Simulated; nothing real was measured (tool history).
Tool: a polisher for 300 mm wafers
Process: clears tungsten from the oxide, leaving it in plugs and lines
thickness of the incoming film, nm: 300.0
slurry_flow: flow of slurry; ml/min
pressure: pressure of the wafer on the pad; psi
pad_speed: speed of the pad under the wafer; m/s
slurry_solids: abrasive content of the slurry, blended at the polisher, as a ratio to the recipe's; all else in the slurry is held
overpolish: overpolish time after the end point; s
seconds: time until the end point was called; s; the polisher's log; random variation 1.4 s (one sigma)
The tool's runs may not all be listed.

Run 1, hour 0.0: slurry_flow 140 ml/min, pressure 3.1 psi, pad_speed 1.20 m/s, slurry_solids 1.0, overpolish 5 s. Result: seconds 55.894 s.
Run 2, hour 5.1: slurry_flow 140 ml/min, pressure 2.8 psi, pad_speed 1.18 m/s, slurry_solids 1.0, overpolish 5 s. Result: seconds 61.002 s.
Run 3, hour 11.9: slurry_flow 140 ml/min, pressure 2.5 psi, pad_speed 1.16 m/s, slurry_solids 1.0, overpolish 5 s. Result: seconds 65.894 s.
Run 4, hour 16.1: slurry_flow 140 ml/min, pressure 2.2 psi, pad_speed 1.14 m/s, slurry_solids 1.0, overpolish 5 s. Result: seconds 74.545 s.
Run 5, hour 20.4: slurry_flow 140 ml/min, pressure 2.2 psi, pad_speed 1.14 m/s, slurry_solids 1.0, overpolish 4 s. Result: seconds 74.121 s.
Run 6, hour 28.2: slurry_flow 140 ml/min, pressure 2.0 psi, pad_speed 1.14 m/s, slurry_solids 1.0, overpolish 4 s. Result: seconds 76.301 s.
Run 7, hour 35.9: slurry_flow 140 ml/min, pressure 1.9 psi, pad_speed 1.14 m/s, slurry_solids 1.0, overpolish 4 s. Result: seconds 79.533 s.
Run 8, hour 41.0: slurry_flow 140 ml/min, pressure 1.9 psi, pad_speed 1.14 m/s, slurry_solids 1.0, overpolish 4 s. Result: seconds 79.039 s.

Forecast run 9:
Run 9, hour 46.1: slurry_flow 140 ml/min, pressure 1.8 psi, pad_speed 1.14 m/s, slurry_solids 1.0, overpolish 4 s. Result: seconds ?.

{"run 9": {"seconds": 83.06}}

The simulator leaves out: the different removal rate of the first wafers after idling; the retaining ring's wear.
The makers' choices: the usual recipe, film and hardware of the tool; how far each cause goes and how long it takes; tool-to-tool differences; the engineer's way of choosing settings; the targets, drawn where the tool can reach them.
